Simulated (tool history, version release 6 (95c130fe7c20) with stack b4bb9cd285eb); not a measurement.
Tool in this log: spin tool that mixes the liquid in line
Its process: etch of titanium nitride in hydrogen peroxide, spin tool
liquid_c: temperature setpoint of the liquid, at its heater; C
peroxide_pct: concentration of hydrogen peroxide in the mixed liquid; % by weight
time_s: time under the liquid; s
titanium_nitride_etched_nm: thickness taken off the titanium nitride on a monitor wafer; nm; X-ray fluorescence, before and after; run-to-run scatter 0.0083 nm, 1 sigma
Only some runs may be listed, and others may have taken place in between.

run 1 hour=0 | liquid_c=50 peroxide_pct=24.5 time_s=90 | titanium_nitride_etched_nm=2.3985
run 2 hour=1.6 | liquid_c=47.5 peroxide_pct=24.5 time_s=90 | titanium_nitride_etched_nm=2.0283
run 3 hour=8.5 | liquid_c=45.5 peroxide_pct=24.5 time_s=90 | titanium_nitride_etched_nm=1.7382
run 4 hour=13.9 | liquid_c=44 peroxide_pct=24.5 time_s=90 | titanium_nitride_etched_nm=1.572
run 5 hour=15.5 | liquid_c=42.5 peroxide_pct=24.5 time_s=90 | titanium_nitride_etched_nm=1.4075
run 6 hour=18.5 | liquid_c=41.5 peroxide_pct=24.5 time_s=90 | titanium_nitride_etched_nm=1.3005
run 7 hour=20.4 | liquid_c=40.5 peroxide_pct=24.5 time_s=90 | titanium_nitride_etched_nm=1.2097

What does the tool deliver on the next run?
run 8 hour=21.5 | liquid_c=40 peroxide_pct=24.5 time_s=90 | titanium_nitride_etched_nm=?

titanium_nitride_etched_nm: 1.1655 nm

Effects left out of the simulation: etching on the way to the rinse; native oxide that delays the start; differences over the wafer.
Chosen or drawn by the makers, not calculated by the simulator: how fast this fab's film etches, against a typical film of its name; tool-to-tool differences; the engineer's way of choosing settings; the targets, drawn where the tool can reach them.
